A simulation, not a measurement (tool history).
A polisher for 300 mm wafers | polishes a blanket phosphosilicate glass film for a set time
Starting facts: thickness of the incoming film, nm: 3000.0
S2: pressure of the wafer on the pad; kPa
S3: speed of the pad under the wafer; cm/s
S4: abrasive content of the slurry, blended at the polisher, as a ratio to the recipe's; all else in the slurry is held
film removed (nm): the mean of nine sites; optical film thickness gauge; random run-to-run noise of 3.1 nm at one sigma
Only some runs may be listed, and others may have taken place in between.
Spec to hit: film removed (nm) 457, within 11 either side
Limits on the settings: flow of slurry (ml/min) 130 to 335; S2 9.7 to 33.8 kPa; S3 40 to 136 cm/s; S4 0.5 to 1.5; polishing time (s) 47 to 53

{"run": 1, "hour": 0.0, "flow of slurry (ml/min)": 215, "S2": 21.4, "S3": 88, "S4": 1, "polishing time (s)": 53, "film removed (nm)": 392.66}
{"run": 2, "hour": 4.2, "flow of slurry (ml/min)": 215, "S2": 21.4, "S3": 80, "S4": 1, "polishing time (s)": 53, "film removed (nm)": 362.23}
{"run": 3, "hour": 6.7, "flow of slurry (ml/min)": 215, "S2": 16.5, "S3": 80, "S4": 1, "polishing time (s)": 53, "film removed (nm)": 284.93}
{"run": 4, "hour": 14.1, "flow of slurry (ml/min)": 215, "S2": 16.5, "S3": 60, "S4": 1, "polishing time (s)": 53, "film removed (nm)": 225.88}
{"run": 5, "hour": 18.6, "flow of slurry (ml/min)": 220, "S2": 17.9, "S3": 60, "S4": 1, "polishing time (s)": 53, "film removed (nm)": 243.35}
{"run": 6, "hour": 20.4, "flow of slurry (ml/min)": 270, "S2": 17.9, "S3": 60, "S4": 1, "polishing time (s)": 53, "film removed (nm)": 250.97}
{"run": 7, "hour": 24.3, "flow of slurry (ml/min)": 270, "S2": 19.3, "S3": 60, "S4": 1, "polishing time (s)": 53, "film removed (nm)": 273.48}
{"run": 8, "hour": 28.3, "flow of slurry (ml/min)": 275, "S2": 20.7, "S3": 60, "S4": 1, "polishing time (s)": 53, "film removed (nm)": 287.14}
{"run": 9, "hour": 36.6, "flow of slurry (ml/min)": 275, "S2": 22.1, "S3": 60, "S4": 1, "polishing time (s)": 53, "film removed (nm)": 305.59}
{"run": 10, "hour": 45.2, "flow of slurry (ml/min)": 275, "S2": 22.8, "S3": 60, "S4": 1, "polishing time (s)": 53, "film removed (nm)": 317.36}
{"run": 11, "hour": 50.3, "flow of slurry (ml/min)": 275, "S2": 23.4, "S3": 60, "S4": 1, "polishing time (s)": 53, "film removed (nm)": 329.58}
{"run": 12, "hour": 55.6, "flow of slurry (ml/min)": 295, "S2": 29.6, "S3": 60, "S4": 1, "polishing time (s)": 53, "film removed (nm)": 413.06}
{"run": 13, "hour": 62.5, "flow of slurry (ml/min)": 295, "S2": 31, "S3": 60, "S4": 1, "polishing time (s)": 53, "film removed (nm)": 433.12}
{"run": 14, "hour": 66.9, "flow of slurry (ml/min)": 295, "S2": 31.7, "S3": 60, "S4": 1, "polishing time (s)": 53, "film removed (nm)": 438.46}

Consider the 5 candidate settings below. Which is the only one whose results all fall within their allowed miss of target?
{"run": "A", "hour": 71.3, "flow of slurry (ml/min)": 285, "S2": 33.8, "S3": 62, "S4": 0.9, "polishing time (s)": 51, "film removed (nm)": "?"}
{"run": "B", "hour": 71.3, "flow of slurry (ml/min)": 335, "S2": 32.4, "S3": 54, "S4": 1.1, "polishing time (s)": 52, "film removed (nm)": "?"}
{"run": "C", "hour": 71.3, "flow of slurry (ml/min)": 300, "S2": 31, "S3": 70, "S4": 0.8, "polishing time (s)": 51, "film removed (nm)": "?"}
{"run": "D", "hour": 71.3, "flow of slurry (ml/min)": 275, "S2": 31.7, "S3": 60, "S4": 1.05, "polishing time (s)": 47, "film removed (nm)": "?"}
{"run": "E", "hour": 71.3, "flow of slurry (ml/min)": 235, "S2": 33.8, "S3": 54, "S4": 1.2, "polishing time (s)": 53, "film removed (nm)": "?"}

move=A film_removed_(nm)=442.89
move=B film_removed_(nm)=430.94
move=C film_removed_(nm)=426.06
move=D film_removed_(nm)=399.4
move=E film_removed_(nm)=457.79
A: an improvement on the last run, though not all results are within tolerance
B: misses by more than the last run did
C: misses by more than the last run did
D: misses by more than the last run did
E: hits every target within its allowed miss
Move E is the one to make.
